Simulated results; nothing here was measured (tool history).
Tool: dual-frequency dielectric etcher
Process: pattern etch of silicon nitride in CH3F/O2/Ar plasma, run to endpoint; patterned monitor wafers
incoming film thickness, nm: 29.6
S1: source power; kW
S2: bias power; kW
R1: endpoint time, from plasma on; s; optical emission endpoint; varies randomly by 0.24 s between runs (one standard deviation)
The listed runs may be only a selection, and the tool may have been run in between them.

run 1 day=0.000 | S1=0.540 S2=0.062 | R1=40.574
run 2 day=0.175 | S1=0.470 S2=0.062 | R1=42.782
run 3 day=0.317 | S1=0.450 S2=0.061 | R1=43.383
run 4 day=0.479 | S1=0.430 S2=0.060 | R1=44.508
run 5 day=0.588 | S1=0.430 S2=0.066 | R1=42.803
run 6 day=0.629 | S1=0.410 S2=0.064 | R1=44.207
run 7 day=0.846 | S1=0.390 S2=0.063 | R1=45.269
run 8 day=1.062 | S1=0.380 S2=0.062 | R1=45.209

Run 9 has not been measured yet. What should we expect?
run 9 day=1.367 | S1=0.370 S2=0.060 | R1=?

R1: 46.407 s
